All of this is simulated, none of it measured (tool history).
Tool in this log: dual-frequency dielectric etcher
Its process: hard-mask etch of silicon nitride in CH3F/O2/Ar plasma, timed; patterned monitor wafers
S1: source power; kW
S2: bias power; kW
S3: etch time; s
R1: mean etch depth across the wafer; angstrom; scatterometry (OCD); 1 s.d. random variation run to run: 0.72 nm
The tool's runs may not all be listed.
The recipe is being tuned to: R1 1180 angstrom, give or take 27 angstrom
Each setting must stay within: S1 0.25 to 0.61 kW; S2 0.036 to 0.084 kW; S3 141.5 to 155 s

Run 1, hour 0: S1 0.43 kW, S2 0.06 kW, S3 155 s. Result: R1 998.17 angstrom.
Run 2, hour 3: S1 0.43 kW, S2 0.054 kW, S3 155 s. Result: R1 976.65 angstrom.
Run 3, hour 7.4: S1 0.46 kW, S2 0.056 kW, S3 155 s. Result: R1 1020.7 angstrom.
Run 4, hour 13.4: S1 0.46 kW, S2 0.048 kW, S3 155 s. Result: R1 973.68 angstrom.
Run 5, hour 20.5: S1 0.46 kW, S2 0.048 kW, S3 141.5 s. Result: R1 902.22 angstrom.
Run 6, hour 26.3: S1 0.48 kW, S2 0.051 kW, S3 143 s. Result: R1 932.21 angstrom.
Run 7, hour 29.4: S1 0.49 kW, S2 0.056 kW, S3 145 s. Result: R1 989.75 angstrom.
Run 8, hour 32.6: S1 0.51 kW, S2 0.058 kW, S3 146 s. Result: R1 1011.1 angstrom.
Run 9, hour 40.4: S1 0.52 kW, S2 0.061 kW, S3 147 s. Result: R1 1028.8 angstrom.
Run 10, hour 46.8: S1 0.53 kW, S2 0.064 kW, S3 148.5 s. Result: R1 1079 angstrom.
Run 11, hour 54: S1 0.54 kW, S2 0.065 kW, S3 149 s. Result: R1 1076.5 angstrom.
Run 12, hour 60: S1 0.55 kW, S2 0.067 kW, S3 150 s. Result: R1 1107.8 angstrom.
Run 13, hour 61.9: S1 0.56 kW, S2 0.068 kW, S3 150.5 s. Result: R1 1120.3 angstrom.
Run 14, hour 69.4: S1 0.57 kW, S2 0.069 kW, S3 151 s. Result: R1 1143.3 angstrom.
Run 15, hour 77.1: S1 0.58 kW, S2 0.069 kW, S3 151 s. Result: R1 1139.7 angstrom.
Run 16, hour 80.5: S1 0.58 kW, S2 0.069 kW, S3 151 s. Result: R1 1152.3 angstrom.

Pick the move, out of 5, that brings all results within their allowed miss; only one does.
Run A, hour 83.9: S1 0.6 kW, S2 0.078 kW, S3 141.5 s. Result: R1 ?.
Run B, hour 83.9: S1 0.51 kW, S2 0.084 kW, S3 155 s. Result: R1 ?.
Run C, hour 83.9: S1 0.55 kW, S2 0.07 kW, S3 148.5 s. Result: R1 ?.
Run D, hour 83.9: S1 0.6 kW, S2 0.062 kW, S3 149 s. Result: R1 ?.
Run E, hour 83.9: S1 0.61 kW, S2 0.066 kW, S3 141.5 s. Result: R1 ?.

move      R1
   A  1130.4
   B    1187
   C  1113.6
   D  1120.4
   E  1088.1
A: misses by more than the last run did
B: every result lands within tolerance
C: misses by more than the last run did
D: misses by more than the last run did
E: misses by more than the last run did
The move that meets every target is B.

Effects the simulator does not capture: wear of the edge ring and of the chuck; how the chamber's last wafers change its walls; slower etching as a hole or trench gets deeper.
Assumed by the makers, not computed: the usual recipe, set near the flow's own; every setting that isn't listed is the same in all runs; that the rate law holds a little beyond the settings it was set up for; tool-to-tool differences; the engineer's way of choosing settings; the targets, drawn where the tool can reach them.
